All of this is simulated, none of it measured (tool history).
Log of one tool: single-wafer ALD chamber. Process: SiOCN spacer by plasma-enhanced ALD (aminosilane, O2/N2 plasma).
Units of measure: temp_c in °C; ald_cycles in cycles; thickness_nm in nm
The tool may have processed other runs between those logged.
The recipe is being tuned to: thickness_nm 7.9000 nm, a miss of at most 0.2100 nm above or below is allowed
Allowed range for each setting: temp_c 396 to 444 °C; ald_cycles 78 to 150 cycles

| run | hour | temp_c | ald_cycles | thickness_nm |
|---|---|---|---|---|
| 1 | 0.0 | 420 | 114 | 6.2137 |
| 2 | 2.6 | 420 | 128 | 6.9843 |
| 3 | 3.7 | 420 | 123 | 6.6758 |
| 4 | 10.1 | 420 | 115 | 6.3065 |
| 5 | 17.9 | 420 | 100 | 5.4208 |
| 6 | 24.9 | 420 | 85 | 4.6397 |
| 7 | 28.2 | 419 | 91 | 4.9626 |
| 8 | 34.4 | 418 | 96 | 5.2730 |

Below are 4 possible settings for the next run. Only one of them brings all results inside the allowed miss of their targets. Which is it?
| A | 40.6 | 415 | 120 | ? |
| B | 40.6 | 413 | 129 | ? |
| C | 40.6 | 404 | 136 | ? |
| D | 40.6 | 413 | 115 | ? |

| move | thickness_nm |
|---|---|
| A | 6.7134 |
| B | 7.2685 |
| C | 7.9076 |
| D | 6.4796 |
A: moves toward the targets from the last run without getting all of them in spec
B: moves toward the targets from the last run without getting all of them in spec
C: all results in spec
D: moves toward the targets from the last run without getting all of them in spec
Go with C: it meets all targets.
